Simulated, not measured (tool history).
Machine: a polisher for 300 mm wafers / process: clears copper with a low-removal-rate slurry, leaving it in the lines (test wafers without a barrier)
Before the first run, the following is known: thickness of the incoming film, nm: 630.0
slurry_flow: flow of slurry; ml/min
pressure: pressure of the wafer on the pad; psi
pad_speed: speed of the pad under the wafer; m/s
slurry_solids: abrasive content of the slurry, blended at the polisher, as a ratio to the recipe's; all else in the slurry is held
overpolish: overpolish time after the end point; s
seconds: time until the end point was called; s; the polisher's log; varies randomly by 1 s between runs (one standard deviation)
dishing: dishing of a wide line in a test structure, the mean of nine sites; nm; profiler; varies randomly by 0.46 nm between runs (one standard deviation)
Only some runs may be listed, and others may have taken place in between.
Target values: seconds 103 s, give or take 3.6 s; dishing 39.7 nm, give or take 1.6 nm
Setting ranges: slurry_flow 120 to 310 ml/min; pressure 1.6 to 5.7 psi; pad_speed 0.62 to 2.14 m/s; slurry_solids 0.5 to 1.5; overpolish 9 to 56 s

{"run": 1, "hour": 0.0, "slurry_flow": 200, "pressure": 3.6, "pad_speed": 1.38, "slurry_solids": 1, "overpolish": 29, "seconds": 107.59, "dishing": 86.634}
{"run": 2, "hour": 1.6, "slurry_flow": 205, "pressure": 3, "pad_speed": 1.58, "slurry_solids": 1, "overpolish": 23, "seconds": 113.43, "dishing": 71.864}
{"run": 3, "hour": 3.8, "slurry_flow": 205, "pressure": 3, "pad_speed": 1.44, "slurry_solids": 1, "overpolish": 23, "seconds": 122.84, "dishing": 67.034}
{"run": 4, "hour": 9.1, "slurry_flow": 205, "pressure": 2.6, "pad_speed": 1.44, "slurry_solids": 1, "overpolish": 23, "seconds": 136.94, "dishing": 60.186}
{"run": 5, "hour": 11.8, "slurry_flow": 235, "pressure": 2.3, "pad_speed": 1.58, "slurry_solids": 1.15, "overpolish": 19, "seconds": 134.04, "dishing": 53.22}
{"run": 6, "hour": 13.2, "slurry_flow": 255, "pressure": 2.1, "pad_speed": 1.74, "slurry_solids": 1.25, "overpolish": 16, "seconds": 130.16, "dishing": 47.152}
{"run": 7, "hour": 19.1, "slurry_flow": 270, "pressure": 2.1, "pad_speed": 1.86, "slurry_solids": 1.3, "overpolish": 14, "seconds": 120.96, "dishing": 45.408}
{"run": 8, "hour": 23.1, "slurry_flow": 280, "pressure": 2.1, "pad_speed": 1.94, "slurry_solids": 1.35, "overpolish": 13, "seconds": 113.69, "dishing": 43.796}
{"run": 9, "hour": 26.0, "slurry_flow": 310, "pressure": 2.2, "pad_speed": 2, "slurry_solids": 1.5, "overpolish": 9, "seconds": 102, "dishing": 36.349}
{"run": 10, "hour": 33.7, "slurry_flow": 275, "pressure": 2.3, "pad_speed": 2, "slurry_solids": 1.4, "overpolish": 9, "seconds": 99.855, "dishing": 36.246}
{"run": 11, "hour": 42.0, "slurry_flow": 280, "pressure": 2.3, "pad_speed": 2, "slurry_solids": 1.35, "overpolish": 9, "seconds": 102.98, "dishing": 35.558}

Which single option among these 4 for the next run brings every result within its allowed miss of target? Just one does.
{"run": "A", "hour": 50.3, "slurry_flow": 275, "pressure": 2.2, "pad_speed": 2.14, "slurry_solids": 1.3, "overpolish": 11, "seconds": "?", "dishing": "?"}
{"run": "B", "hour": 50.3, "slurry_flow": 295, "pressure": 2.3, "pad_speed": 1.92, "slurry_solids": 1.5, "overpolish": 10, "seconds": "?", "dishing": "?"}
{"run": "C", "hour": 50.3, "slurry_flow": 265, "pressure": 2.4, "pad_speed": 1.9, "slurry_solids": 1.35, "overpolish": 9, "seconds": "?", "dishing": "?"}
{"run": "D", "hour": 50.3, "slurry_flow": 265, "pressure": 2.3, "pad_speed": 1.96, "slurry_solids": 1.35, "overpolish": 12, "seconds": "?", "dishing": "?"}

move=A seconds=101.29 dishing=43.146
move=B seconds=103.08 dishing=39.365
move=C seconds=104.15 dishing=35.737
move=D seconds=105.02 dishing=45.1
A: the result that was furthest off in the last run now lies on the other side of its target
B: all results land within tolerance of their targets
C: no better and no worse than the last run
D: the result that was furthest off in the last run now lies on the other side of its target
B is the move that brings every result within its allowed miss.
